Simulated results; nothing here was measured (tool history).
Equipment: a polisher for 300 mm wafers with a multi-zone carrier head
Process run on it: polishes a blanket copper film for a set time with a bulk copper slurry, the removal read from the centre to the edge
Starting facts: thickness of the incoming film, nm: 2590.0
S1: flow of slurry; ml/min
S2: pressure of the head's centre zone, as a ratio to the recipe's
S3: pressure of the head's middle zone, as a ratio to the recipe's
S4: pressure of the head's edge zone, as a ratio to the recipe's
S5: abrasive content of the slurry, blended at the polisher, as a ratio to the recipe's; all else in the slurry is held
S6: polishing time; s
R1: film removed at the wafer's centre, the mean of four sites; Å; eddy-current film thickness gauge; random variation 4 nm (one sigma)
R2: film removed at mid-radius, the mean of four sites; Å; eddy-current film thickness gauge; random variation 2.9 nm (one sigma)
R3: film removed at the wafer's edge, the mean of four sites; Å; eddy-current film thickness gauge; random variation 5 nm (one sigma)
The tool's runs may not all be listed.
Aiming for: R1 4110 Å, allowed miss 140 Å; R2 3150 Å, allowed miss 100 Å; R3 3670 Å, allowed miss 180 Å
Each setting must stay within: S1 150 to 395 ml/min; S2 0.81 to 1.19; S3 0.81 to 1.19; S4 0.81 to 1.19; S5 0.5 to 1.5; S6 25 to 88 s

run	hour	S1	S2	S3	S4	S5	S6	R1	R2	R3
1	0	250	1	1	1	1	56	4607.3	4725.8	4749.2
2	6.3	215	1	1	1	1	56	4533.7	4594.7	4536.9
3	13.1	205	1.02	0.95	1	0.9	55	4397.3	4121.9	4464.3
4	19.4	195	1.04	0.93	0.97	0.8	54	4144.5	3740.9	4054.6
5	21.1	195	1.04	0.93	1	0.8	54	4151.6	3829.9	4204
6	23	195	1.04	1.02	1	0.8	54	4196.8	4152.5	4217.8
7	31.9	185	1.14	0.92	0.94	0.55	51	3776.8	3158.7	3327.6
8	35.2	190	1.15	0.91	0.97	0.55	51	3855.5	3135.7	3433.7
9	42.2	195	1.16	0.91	0.99	0.55	51	3916.3	3130.4	3495.7
10	48.4	200	1.17	0.91	1	0.55	51	3918.7	3177.5	3569.6
11	49.6	200	1.18	0.9	1	0.55	51	4047.8	3137.4	3472.9

Below are 5 possible settings for the next run. Only one of them brings all results inside the allowed miss of their targets. Which is it?
A	50.8	165	1.18	0.81	1.07	0.6	53	?	?	?
B	50.8	230	1.19	0.81	0.93	0.75	50	?	?	?
C	50.8	165	1.18	0.82	1.03	0.5	56	?	?	?
D	50.8	160	1.19	0.84	1.03	0.55	54	?	?	?
E	50.8	200	1.12	0.82	0.95	0.8	49	?	?	?

move	R1	R2	R3
A	4143.7	2964.5	3736.9
B	4519.7	3185.2	3695.2
C	4103.8	2965.5	3631.1
D	4101.7	2999.3	3606.8
E	4149.5	3147.9	3670.2
A: brings the result that was furthest off to its target, and leaves another outside
B: brings the result that was furthest off to its target, and leaves another outside
C: brings the result that was furthest off to its target, and leaves another outside
D: brings the result that was furthest off to its target, and leaves another outside
E: in spec on every target
The right move is E.
